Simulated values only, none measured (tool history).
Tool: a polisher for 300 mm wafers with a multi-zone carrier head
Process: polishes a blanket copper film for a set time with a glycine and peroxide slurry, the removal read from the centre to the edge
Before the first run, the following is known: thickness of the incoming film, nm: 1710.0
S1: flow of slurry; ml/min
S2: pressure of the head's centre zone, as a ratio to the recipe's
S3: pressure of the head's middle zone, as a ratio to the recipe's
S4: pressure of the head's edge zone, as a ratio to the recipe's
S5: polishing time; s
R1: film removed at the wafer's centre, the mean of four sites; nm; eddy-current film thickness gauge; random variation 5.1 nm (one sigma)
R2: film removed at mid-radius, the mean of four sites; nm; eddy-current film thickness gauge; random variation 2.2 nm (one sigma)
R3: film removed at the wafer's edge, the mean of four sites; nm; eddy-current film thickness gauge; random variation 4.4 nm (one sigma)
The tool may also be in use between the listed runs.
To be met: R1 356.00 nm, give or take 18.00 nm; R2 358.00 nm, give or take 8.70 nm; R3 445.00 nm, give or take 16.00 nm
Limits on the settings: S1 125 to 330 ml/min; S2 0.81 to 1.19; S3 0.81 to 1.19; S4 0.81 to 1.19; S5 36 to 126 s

Run 1, day 0.000: S1 210 ml/min, S2 1.00, S3 1.00, S4 1.00, S5 81 s. Result: R1 527.41 nm, R2 509.71 nm, R3 511.91 nm.
Run 2, day 0.271: S1 200 ml/min, S2 0.96, S3 0.96, S4 1.01, S5 79 s. Result: R1 499.64 nm, R2 469.81 nm, R3 502.21 nm.
Run 3, day 0.608: S1 190 ml/min, S2 0.93, S3 0.95, S4 1.04, S5 76 s. Result: R1 448.25 nm, R2 447.24 nm, R3 484.95 nm.
Run 4, day 0.683: S1 190 ml/min, S2 0.93, S3 0.95, S4 1.04, S5 62 s. Result: R1 365.50 nm, R2 371.94 nm, R3 406.23 nm.
Run 5, day 0.879: S1 190 ml/min, S2 0.93, S3 0.95, S4 1.04, S5 82 s. Result: R1 482.38 nm, R2 483.02 nm, R3 524.19 nm.
Run 6, day 1.075: S1 180 ml/min, S2 0.91, S3 0.93, S4 1.04, S5 80 s. Result: R1 456.85 nm, R2 460.80 nm, R3 508.41 nm.
Run 7, day 1.442: S1 175 ml/min, S2 0.90, S3 0.91, S4 1.04, S5 78 s. Result: R1 448.04 nm, R2 440.82 nm, R3 493.98 nm.
Run 8, day 1.500: S1 170 ml/min, S2 0.88, S3 0.89, S4 1.05, S5 76 s. Result: R1 418.37 nm, R2 422.12 nm, R3 495.07 nm.
Run 9, day 1.804: S1 165 ml/min, S2 0.87, S3 0.88, S4 1.04, S5 74 s. Result: R1 407.02 nm, R2 400.82 nm, R3 465.93 nm.
Run 10, day 1.850: S1 160 ml/min, S2 0.86, S3 0.87, S4 1.05, S5 73 s. Result: R1 374.28 nm, R2 392.99 nm, R3 466.41 nm.
Run 11, day 2.142: S1 155 ml/min, S2 0.86, S3 0.86, S4 1.04, S5 73 s. Result: R1 381.18 nm, R2 388.18 nm, R3 465.85 nm.
Run 12, day 2.204: S1 150 ml/min, S2 0.86, S3 0.85, S4 1.03, S5 73 s. Result: R1 383.93 nm, R2 379.29 nm, R3 447.21 nm.
Run 13, day 2.450: S1 150 ml/min, S2 0.86, S3 0.85, S4 1.03, S5 73 s. Result: R1 391.41 nm, R2 379.64 nm, R3 457.95 nm.
Run 14, day 2.629: S1 150 ml/min, S2 0.85, S3 0.84, S4 1.03, S5 73 s. Result: R1 369.39 nm, R2 377.60 nm, R3 459.28 nm.
Run 15, day 2.908: S1 145 ml/min, S2 0.85, S3 0.83, S4 1.03, S5 73 s. Result: R1 376.32 nm, R2 364.99 nm, R3 459.27 nm.
Run 16, day 3.004: S1 145 ml/min, S2 0.84, S3 0.83, S4 1.03, S5 73 s. Result: R1 374.97 nm, R2 368.15 nm, R3 455.10 nm.
Run 17, day 3.162: S1 145 ml/min, S2 0.83, S3 0.83, S4 1.03, S5 73 s. Result: R1 370.73 nm, R2 374.00 nm, R3 456.80 nm.
Run 18, day 3.258: S1 130 ml/min, S2 0.82, S3 0.81, S4 1.03, S5 71 s. Result: R1 354.83 nm, R2 345.34 nm, R3 441.96 nm.
Run 19, day 3.504: S1 135 ml/min, S2 0.82, S3 0.81, S4 1.03, S5 71 s. Result: R1 357.74 nm, R2 348.80 nm, R3 442.15 nm.

Pick the move, out of 4, that brings all results within their allowed miss; only one does.
Run A, day 3.750: S1 125 ml/min, S2 0.84, S3 0.84, S4 1.05, S5 72 s. Result: R1 ?, R2 ?, R3 ?.
Run B, day 3.750: S1 125 ml/min, S2 0.86, S3 0.82, S4 1.02, S5 70 s. Result: R1 ?, R2 ?, R3 ?.
Run C, day 3.750: S1 125 ml/min, S2 0.86, S3 0.82, S4 0.99, S5 68 s. Result: R1 ?, R2 ?, R3 ?.
Run D, day 3.750: S1 150 ml/min, S2 0.84, S3 0.81, S4 1.12, S5 69 s. Result: R1 ?, R2 ?, R3 ?.

move      R1      R2      R3
   A  350.88  357.80  446.94
   B  349.28  341.06  428.49
   C  339.30  331.33  410.28
   D  348.34  343.48  452.75
A: all results land within tolerance of their targets
B: the biggest miss grows against the last run
C: the biggest miss grows against the last run
D: the biggest miss grows against the last run
The move that meets every target is A.
